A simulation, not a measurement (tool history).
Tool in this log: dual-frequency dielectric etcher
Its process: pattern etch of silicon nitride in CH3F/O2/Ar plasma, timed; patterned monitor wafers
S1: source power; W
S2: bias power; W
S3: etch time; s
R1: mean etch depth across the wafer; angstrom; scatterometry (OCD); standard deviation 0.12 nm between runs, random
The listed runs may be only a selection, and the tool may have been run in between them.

run	hour	S1	S2	S3	R1
1	0	440	75	42.5	350.4
2	3.4	390	66	41.5	310.72
3	11.3	390	66	42.5	317.68
4	12.2	390	73	42.5	334.3
5	17.3	310	73	42.5	305.58
6	25.2	260	73	42.5	287.61
7	26.4	260	67	42.5	277.51
8	27	260	63	42.5	269.9
9	30.8	260	60	42.5	263.38

Estimate the outcome of run 10 from the log above:
10	36	260	58	42.5	?

{"run 10": {"R1": 258.81}}

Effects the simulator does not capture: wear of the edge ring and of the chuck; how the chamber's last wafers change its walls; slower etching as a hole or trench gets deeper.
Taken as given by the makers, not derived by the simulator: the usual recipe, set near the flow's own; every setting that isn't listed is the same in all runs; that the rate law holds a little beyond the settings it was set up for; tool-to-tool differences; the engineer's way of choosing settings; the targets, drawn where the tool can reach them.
